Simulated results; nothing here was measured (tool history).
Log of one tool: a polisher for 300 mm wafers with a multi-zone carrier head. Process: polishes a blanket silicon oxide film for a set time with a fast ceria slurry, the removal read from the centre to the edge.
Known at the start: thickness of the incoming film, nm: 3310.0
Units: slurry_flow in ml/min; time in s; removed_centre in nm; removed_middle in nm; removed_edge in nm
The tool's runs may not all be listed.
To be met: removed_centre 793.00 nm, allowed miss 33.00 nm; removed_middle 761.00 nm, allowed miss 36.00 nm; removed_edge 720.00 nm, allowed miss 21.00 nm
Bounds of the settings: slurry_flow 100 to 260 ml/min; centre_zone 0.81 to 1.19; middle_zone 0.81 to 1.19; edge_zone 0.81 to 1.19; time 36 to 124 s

run	hour	slurry_flow	centre_zone	middle_zone	edge_zone	time	removed_centre	removed_middle	removed_edge
1	0.0	165	1.00	1.00	1.00	79	1011.90	984.14	996.36
2	7.7	165	1.00	0.95	1.00	79	1015.70	958.28	1004.50
3	16.3	165	0.93	0.95	1.00	79	954.43	952.99	1003.40
4	18.6	165	0.93	0.95	1.06	79	948.57	937.20	1024.80
5	25.5	165	0.93	0.89	1.06	79	929.53	885.19	1034.30
6	27.3	160	0.95	0.91	1.00	73	888.34	878.57	917.59
7	35.8	155	0.97	0.90	0.98	69	854.72	773.39	851.32
8	44.4	145	0.96	0.92	0.94	68	816.32	777.23	823.00
9	53.2	140	0.97	0.94	0.90	67	801.02	783.04	796.14
10	60.0	135	0.99	0.95	0.87	66	800.39	767.18	755.76
11	63.3	130	1.00	0.95	0.86	66	802.20	747.88	754.26
12	71.0	130	1.00	0.96	0.85	66	788.95	765.89	755.37

Which of these 5 next moves meets every target?
A	78.7	160	1.03	1.03	0.81	66	?	?	?
B	78.7	135	1.00	0.97	0.90	64	?	?	?
C	78.7	155	1.14	1.00	0.85	62	?	?	?
D	78.7	105	0.96	0.88	1.02	64	?	?	?
E	78.7	180	1.00	0.99	0.85	61	?	?	?

move	removed_centre	removed_middle	removed_edge
A	859.05	847.96	757.33
B	779.59	761.42	750.36
C	888.02	774.24	722.91
D	700.51	669.55	762.74
E	787.49	775.83	724.41
A: further off than the last run
B: nearer than the last run, and not there yet
C: brings the result that was furthest off to its target, and leaves another outside
D: further off than the last run
E: meets every target
The right move is E.

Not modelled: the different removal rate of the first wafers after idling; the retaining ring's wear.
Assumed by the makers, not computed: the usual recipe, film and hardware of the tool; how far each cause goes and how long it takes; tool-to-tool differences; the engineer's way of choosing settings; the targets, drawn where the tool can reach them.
